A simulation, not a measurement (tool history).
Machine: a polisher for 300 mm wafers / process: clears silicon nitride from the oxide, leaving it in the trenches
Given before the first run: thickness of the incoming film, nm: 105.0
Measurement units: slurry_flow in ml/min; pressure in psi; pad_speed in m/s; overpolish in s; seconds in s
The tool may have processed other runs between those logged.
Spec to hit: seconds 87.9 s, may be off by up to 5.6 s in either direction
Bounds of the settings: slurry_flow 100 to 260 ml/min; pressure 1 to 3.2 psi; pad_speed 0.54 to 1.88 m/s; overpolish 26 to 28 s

| run | day | slurry_flow | pressure | pad_speed | overpolish | seconds |
|---|---|---|---|---|---|---|
| 1 | 0 | 165 | 2.1 | 1.2 | 26 | 141.46 |
| 2 | 0.288 | 165 | 2.3 | 1.22 | 26 | 130.2 |
| 3 | 0.358 | 165 | 2.3 | 1.22 | 28 | 128.14 |
| 4 | 0.546 | 165 | 2.8 | 1.22 | 28 | 109.82 |
| 5 | 0.675 | 165 | 2.8 | 0.92 | 28 | 143.87 |
| 6 | 0.921 | 165 | 2.8 | 0.92 | 28 | 142.9 |
| 7 | 0.996 | 165 | 2.9 | 1 | 28 | 128.02 |
| 8 | 1.138 | 165 | 3 | 1.06 | 28 | 116.21 |
| 9 | 1.342 | 165 | 3 | 1.1 | 28 | 109.17 |
| 10 | 1.579 | 165 | 3 | 1.1 | 28 | 113.78 |
| 11 | 1.604 | 165 | 3 | 1.14 | 28 | 112.28 |
| 12 | 1.842 | 165 | 3 | 1.18 | 28 | 102.4 |
| 13 | 1.917 | 165 | 3 | 1.2 | 28 | 101.65 |
| 14 | 2.088 | 165 | 3 | 1.22 | 28 | 103.29 |
| 15 | 2.129 | 165 | 3 | 1.24 | 28 | 98.726 |
| 16 | 2.429 | 165 | 3 | 1.24 | 28 | 97.716 |
| 17 | 2.592 | 165 | 3.1 | 1.26 | 28 | 95.059 |

Next run, 4 choices. One meets every target within its allowed miss, the rest don't. Which?
| A | 2.754 | 130 | 2.8 | 1.54 | 28 | ? |
| B | 2.754 | 115 | 3.1 | 1.26 | 28 | ? |
| C | 2.754 | 190 | 3 | 1.06 | 26 | ? |
| D | 2.754 | 175 | 3 | 1.18 | 28 | ? |

| move | seconds |
|---|---|
| A | 87.752 |
| B | 99.525 |
| C | 109.92 |
| D | 100.36 |
A: in spec on every target
B: its largest miss is bigger than the last run's
C: its largest miss is bigger than the last run's
D: its largest miss is bigger than the last run's
Answer: A
